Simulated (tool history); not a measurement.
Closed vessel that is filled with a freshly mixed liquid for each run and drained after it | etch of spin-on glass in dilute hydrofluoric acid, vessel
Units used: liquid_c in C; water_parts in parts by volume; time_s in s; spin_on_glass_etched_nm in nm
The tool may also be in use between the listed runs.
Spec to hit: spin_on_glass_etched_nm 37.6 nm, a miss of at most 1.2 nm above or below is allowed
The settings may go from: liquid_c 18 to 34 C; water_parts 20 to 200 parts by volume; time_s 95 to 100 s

run	hour	liquid_c	water_parts	time_s	spin_on_glass_etched_nm
1	0	26	110	95	32.709
2	0.8	26	110	95	32.596
3	3	26.5	110	95	32.905
4	7	28	110	95	35.391
5	13.6	28.5	110	95	35.875
6	20.2	28.5	95	95	42.358
7	26.4	28	95	95	41.899
8	31.2	27.5	95	95	40.405
# hour 33: hydrofluoric acid flow meter replaced
9	33	27	95	95	36.098

Pick the move, out of 4, that brings all results within their allowed miss; only one does.
A	34.8	20	80	95	?
B	34.8	26.5	90	95	?
C	34.8	27	100	95	?
D	34.8	26	100	95	?

move	spin_on_glass_etched_nm
A	33.871
B	38.649
C	35
D	33.67
A: the biggest miss grows against the last run
B: every result lands within tolerance
C: the biggest miss grows against the last run
D: the biggest miss grows against the last run
The right move is B.

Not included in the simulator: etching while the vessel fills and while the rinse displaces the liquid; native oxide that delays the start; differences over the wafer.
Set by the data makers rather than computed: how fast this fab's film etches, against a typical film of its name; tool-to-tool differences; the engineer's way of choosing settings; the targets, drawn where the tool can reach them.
